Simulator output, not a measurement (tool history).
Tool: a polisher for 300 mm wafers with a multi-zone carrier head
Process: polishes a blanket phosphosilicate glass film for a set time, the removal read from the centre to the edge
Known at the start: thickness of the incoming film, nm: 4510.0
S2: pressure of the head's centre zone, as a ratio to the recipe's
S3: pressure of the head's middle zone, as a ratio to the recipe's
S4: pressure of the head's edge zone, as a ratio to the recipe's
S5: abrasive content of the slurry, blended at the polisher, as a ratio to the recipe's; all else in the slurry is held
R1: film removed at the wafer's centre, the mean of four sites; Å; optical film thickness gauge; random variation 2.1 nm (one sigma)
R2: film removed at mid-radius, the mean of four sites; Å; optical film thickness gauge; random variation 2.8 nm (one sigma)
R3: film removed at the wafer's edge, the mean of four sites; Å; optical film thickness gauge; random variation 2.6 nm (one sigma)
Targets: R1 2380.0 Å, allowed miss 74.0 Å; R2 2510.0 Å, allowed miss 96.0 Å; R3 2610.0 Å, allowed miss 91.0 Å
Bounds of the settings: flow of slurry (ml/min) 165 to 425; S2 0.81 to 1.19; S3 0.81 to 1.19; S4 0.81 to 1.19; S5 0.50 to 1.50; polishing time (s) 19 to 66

run 1 hour=0.0 | flow_of_slurry_(ml/min)=275 S2=1.00 S3=1.00 S4=1.00 S5=1.00 polishing_time_(s)=42 | R1=3886.3 R2=3864.8 R3=3898.8
run 2 hour=4.1 | flow_of_slurry_(ml/min)=275 S2=1.00 S3=1.00 S4=0.96 S5=1.00 polishing_time_(s)=42 | R1=3866.3 R2=3862.8 R3=3796.1
run 3 hour=6.4 | flow_of_slurry_(ml/min)=275 S2=1.00 S3=1.00 S4=1.00 S5=1.00 polishing_time_(s)=42 | R1=3832.2 R2=3793.5 R3=3874.7
run 4 hour=12.4 | flow_of_slurry_(ml/min)=275 S2=0.98 S3=0.99 S4=0.99 S5=0.95 polishing_time_(s)=41 | R1=3586.7 R2=3636.7 R3=3686.2
run 5 hour=17.3 | flow_of_slurry_(ml/min)=275 S2=0.97 S3=0.98 S4=0.98 S5=0.90 polishing_time_(s)=41 | R1=3451.2 R2=3388.1 R3=3592.7
run 6 hour=20.7 | flow_of_slurry_(ml/min)=275 S2=0.96 S3=0.99 S4=0.96 S5=0.85 polishing_time_(s)=41 | R1=3282.0 R2=3382.1 R3=3407.4
run 7 hour=24.4 | flow_of_slurry_(ml/min)=275 S2=0.95 S3=0.98 S4=0.95 S5=0.80 polishing_time_(s)=41 | R1=3171.2 R2=3207.8 R3=3276.7
-- hour=30.9 slurry nozzle cleaned
run 8 hour=30.9 | flow_of_slurry_(ml/min)=270 S2=0.94 S3=0.97 S4=0.94 S5=0.75 polishing_time_(s)=41 | R1=3109.8 R2=3154.1 R3=3202.2
run 9 hour=33.7 | flow_of_slurry_(ml/min)=270 S2=0.93 S3=0.96 S4=0.93 S5=0.70 polishing_time_(s)=41 | R1=2920.1 R2=2965.7 R3=3064.8
run 10 hour=40.5 | flow_of_slurry_(ml/min)=270 S2=0.92 S3=0.95 S4=0.92 S5=0.70 polishing_time_(s)=41 | R1=2923.2 R2=2970.0 R3=3047.8
run 11 hour=47.4 | flow_of_slurry_(ml/min)=270 S2=0.91 S3=0.94 S4=0.91 S5=0.70 polishing_time_(s)=41 | R1=2891.8 R2=3002.1 R3=3004.9
run 12 hour=55.5 | flow_of_slurry_(ml/min)=270 S2=0.90 S3=0.93 S4=0.91 S5=0.70 polishing_time_(s)=41 | R1=2843.4 R2=2893.6 R3=3013.2
run 13 hour=60.9 | flow_of_slurry_(ml/min)=270 S2=0.89 S3=0.92 S4=0.90 S5=0.70 polishing_time_(s)=41 | R1=2783.5 R2=2873.3 R3=2982.3
run 14 hour=65.5 | flow_of_slurry_(ml/min)=270 S2=0.88 S3=0.91 S4=0.89 S5=0.70 polishing_time_(s)=41 | R1=2780.2 R2=2842.9 R3=2995.5
run 15 hour=66.1 | flow_of_slurry_(ml/min)=270 S2=0.87 S3=0.91 S4=0.88 S5=0.70 polishing_time_(s)=41 | R1=2767.7 R2=2791.3 R3=2959.1

5 next moves are on the table. One of them brings every result within its allowed miss. Which?
run A hour=66.7 | flow_of_slurry_(ml/min)=340 S2=1.10 S3=0.94 S4=0.81 S5=0.70 polishing_time_(s)=39 | R1=? R2=? R3=?
run B hour=66.7 | flow_of_slurry_(ml/min)=280 S2=1.18 S3=0.87 S4=0.81 S5=0.55 polishing_time_(s)=42 | R1=? R2=? R3=?
run C hour=66.7 | flow_of_slurry_(ml/min)=305 S2=1.18 S3=1.08 S4=0.81 S5=0.55 polishing_time_(s)=43 | R1=? R2=? R3=?
run D hour=66.7 | flow_of_slurry_(ml/min)=270 S2=0.92 S3=0.98 S4=0.84 S5=0.65 polishing_time_(s)=47 | R1=? R2=? R3=?
run E hour=66.7 | flow_of_slurry_(ml/min)=295 S2=0.85 S3=0.90 S4=0.88 S5=0.80 polishing_time_(s)=33 | R1=? R2=? R3=?

move=A R1=3287.5 R2=2899.3 R3=2737.4
move=B R1=3133.2 R2=2431.5 R3=2458.5
move=C R1=3233.0 R2=3002.3 R3=2521.1
move=D R1=3145.5 R2=3392.7 R3=3149.8
move=E R1=2363.7 R2=2551.7 R3=2596.0
A: further off than the last run
B: further off than the last run
C: further off than the last run
D: further off than the last run
E: meets every target
The right move is E.
